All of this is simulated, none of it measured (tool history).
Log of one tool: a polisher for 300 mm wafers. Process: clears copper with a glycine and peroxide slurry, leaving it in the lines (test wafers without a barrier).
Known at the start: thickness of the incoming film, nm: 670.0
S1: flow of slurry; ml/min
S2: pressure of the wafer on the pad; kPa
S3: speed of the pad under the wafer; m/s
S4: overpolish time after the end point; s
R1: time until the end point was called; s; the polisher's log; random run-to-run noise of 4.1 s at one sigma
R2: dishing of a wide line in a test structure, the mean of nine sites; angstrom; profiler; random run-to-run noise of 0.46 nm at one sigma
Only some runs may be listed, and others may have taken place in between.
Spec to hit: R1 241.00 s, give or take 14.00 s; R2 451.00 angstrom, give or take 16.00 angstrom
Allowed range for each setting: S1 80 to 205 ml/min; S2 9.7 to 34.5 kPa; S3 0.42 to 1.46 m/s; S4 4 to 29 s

run  hour   S1    S2    S3  S4      R1      R2
  1   0.0  135  22.1  0.94  15  137.52  441.76
  2   4.5  135  18.6  0.94  15  157.37  417.33
  3   9.8  130  15.9  0.92  17  175.60  418.75
  4  14.3  115  15.9  0.92  17  178.19  402.10
  5  18.5  115  13.8  0.88  19  191.81  402.19
  6  19.9  115  13.8  0.88  15  197.03  336.50
  7  28.4  120  12.4  0.84  18  214.54  373.73
  8  33.6  135  11.7  0.82  19  220.48  381.10
  9  37.3  140  11.0  0.80  21  230.97  398.92
 10  45.7  140  10.3  0.80  22  225.83  401.35
 11  50.3  140  10.3  0.78  24  228.17  432.10

Pick the move, out of 5, that brings all results within their allowed miss; only one does.
  A  54.9  115  12.4  0.88  21   ?   ?
  B  54.9  150  12.4  0.78  23   ?   ?
  C  54.9  145  12.4  0.82  23   ?   ?
  D  54.9  135  11.0  0.84  21   ?   ?
  E  54.9  125  11.0  0.76  26   ?   ?

move      R1      R2
   A  205.05  419.77
   B  213.52  439.12
   C  206.89  448.60
   D  216.61  403.08
   E  236.57  446.66
A: moves away from the targets compared with the last run
B: corrects the largest miss of the last run, while another result sits out of spec
C: corrects the largest miss of the last run, while another result sits out of spec
D: moves away from the targets compared with the last run
E: every result lands within tolerance
E meets every target.
